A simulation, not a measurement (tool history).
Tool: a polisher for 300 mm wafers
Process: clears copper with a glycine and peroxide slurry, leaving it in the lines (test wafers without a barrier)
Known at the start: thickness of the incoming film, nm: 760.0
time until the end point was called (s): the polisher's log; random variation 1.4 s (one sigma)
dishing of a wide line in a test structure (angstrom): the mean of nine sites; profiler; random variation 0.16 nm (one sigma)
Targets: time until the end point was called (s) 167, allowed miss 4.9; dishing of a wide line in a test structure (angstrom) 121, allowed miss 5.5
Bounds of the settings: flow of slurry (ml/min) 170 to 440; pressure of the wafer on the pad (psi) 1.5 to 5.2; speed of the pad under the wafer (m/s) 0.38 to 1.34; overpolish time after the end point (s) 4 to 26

run	day	flow of slurry (ml/min)	pressure of the wafer on the pad (psi)	speed of the pad under the wafer (m/s)	overpolish time after the end point (s)	time until the end point was called (s)	dishing of a wide line in a test structure (angstrom)
1	0	280	3.3	0.86	13	148.82	282.87
2	0.029	225	3.3	0.86	13	154.43	279.23
3	0.121	275	3.3	0.86	13	149.36	288.82
4	0.408	250	2.9	0.92	11	157.21	258.75
5	0.7	230	2.6	0.96	9	160.45	221.03
6	1.033	215	2.3	1	8	168.92	195.71
7	1.333	215	2.3	1	8	169.88	203.47
8	1.696	205	2.1	1.06	7	171.96	180.01
9	1.988	195	1.9	1.12	6	174.26	156.81
10	2.112	190	1.8	1.18	5	176.34	140.31
11	2.392	185	1.8	1.22	5	174.21	139.41

4 next moves are on the table. One of them brings every result within its allowed miss. Which?
A	2.671	170	1.5	1.26	4	?	?
B	2.671	185	1.8	1.26	4	?	?
C	2.671	170	1.9	1.2	8	?	?
D	2.671	225	2	1.26	4	?	?

move	time until the end point was called (s)	dishing of a wide line in a test structure (angstrom)
A	185.5	109.72
B	167.49	119.23
C	171.06	197.57
D	154.31	127.3
A: takes the result that was furthest off past its target
B: meets every target
C: further off than the last run
D: nearer than the last run, and not there yet
Move B is the one to make.
